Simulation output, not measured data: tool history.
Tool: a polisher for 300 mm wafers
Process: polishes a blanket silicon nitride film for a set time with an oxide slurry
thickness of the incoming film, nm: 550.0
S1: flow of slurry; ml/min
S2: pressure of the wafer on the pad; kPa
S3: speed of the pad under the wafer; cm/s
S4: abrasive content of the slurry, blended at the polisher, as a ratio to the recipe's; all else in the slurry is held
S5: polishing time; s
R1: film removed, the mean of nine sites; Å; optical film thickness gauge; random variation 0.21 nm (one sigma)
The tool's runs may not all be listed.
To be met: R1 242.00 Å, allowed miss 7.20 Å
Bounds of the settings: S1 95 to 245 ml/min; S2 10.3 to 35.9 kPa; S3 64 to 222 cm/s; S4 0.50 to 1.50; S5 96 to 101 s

run 1 hour=0.0 | S1=155 S2=22.8 S3=142 S4=1.00 S5=96 | R1=631.81
run 2 hour=1.9 | S1=155 S2=22.8 S3=142 S4=1.20 S5=96 | R1=706.72
run 3 hour=5.7 | S1=155 S2=22.8 S3=172 S4=1.20 S5=96 | R1=797.32
run 4 hour=13.3 | S1=125 S2=22.8 S3=172 S4=1.20 S5=96 | R1=773.00
run 5 hour=17.8 | S1=120 S2=20.0 S3=148 S4=1.15 S5=96 | R1=600.83
-- hour=22.0 head pressure recalibrated
run 6 hour=22.0 | S1=115 S2=17.9 S3=130 S4=1.10 S5=96 | R1=526.36
run 7 hour=25.0 | S1=110 S2=16.5 S3=116 S4=1.00 S5=96 | R1=427.99
run 8 hour=27.3 | S1=110 S2=15.2 S3=104 S4=0.95 S5=96 | R1=348.38
run 9 hour=28.5 | S1=110 S2=13.8 S3=98 S4=0.95 S5=96 | R1=310.37
run 10 hour=31.0 | S1=105 S2=10.3 S3=84 S4=0.95 S5=96 | R1=214.11
run 11 hour=33.6 | S1=105 S2=11.0 S3=84 S4=0.95 S5=96 | R1=226.03

Which of these 4 next moves meets every target?
run A hour=36.2 | S1=125 S2=11.0 S3=86 S4=0.90 S5=101 | R1=?
run B hour=36.2 | S1=95 S2=12.4 S3=72 S4=0.75 S5=101 | R1=?
run C hour=36.2 | S1=100 S2=10.3 S3=88 S4=0.85 S5=96 | R1=?
run D hour=36.2 | S1=105 S2=10.3 S3=70 S4=1.05 S5=100 | R1=?

move=A R1=236.94
move=B R1=204.52
move=C R1=202.75
move=D R1=205.15
A: meets every target
B: further off than the last run
C: further off than the last run
D: further off than the last run
Move A is the one to make.
